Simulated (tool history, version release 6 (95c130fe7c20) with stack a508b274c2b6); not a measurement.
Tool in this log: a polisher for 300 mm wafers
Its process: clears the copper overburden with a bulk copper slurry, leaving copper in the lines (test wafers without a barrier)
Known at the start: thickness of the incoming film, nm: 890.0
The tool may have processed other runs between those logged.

run	hour	flow of slurry (ml/min)	pressure of the wafer on the pad (kPa)	speed of the pad under the wafer (cm/s)	abrasive content of the slurry	overpolish time after the end point (s)	time until the end point was called (s)	dishing of a wide line in a test structure (nm)
1	0.0	320	18.6	94	1.0	22	138.63	75.554
2	6.8	320	18.6	94	0.8	22	146.89	73.156
3	13.2	320	18.6	84	0.8	22	163.30	69.675
4	18.0	320	20.7	84	0.8	24	147.10	79.495
5	19.0	320	22.8	84	0.8	25	137.23	85.874
6	23.9	320	24.1	84	0.8	26	128.71	93.101
7	28.8	320	25.5	84	0.8	27	122.57	99.195

Run 8 comes next. What will it give?
8	35.5	320	26.2	84	0.8	28	?	?

time until the end point was called (s): 118.46
dishing of a wide line in a test structure (nm): 103.350

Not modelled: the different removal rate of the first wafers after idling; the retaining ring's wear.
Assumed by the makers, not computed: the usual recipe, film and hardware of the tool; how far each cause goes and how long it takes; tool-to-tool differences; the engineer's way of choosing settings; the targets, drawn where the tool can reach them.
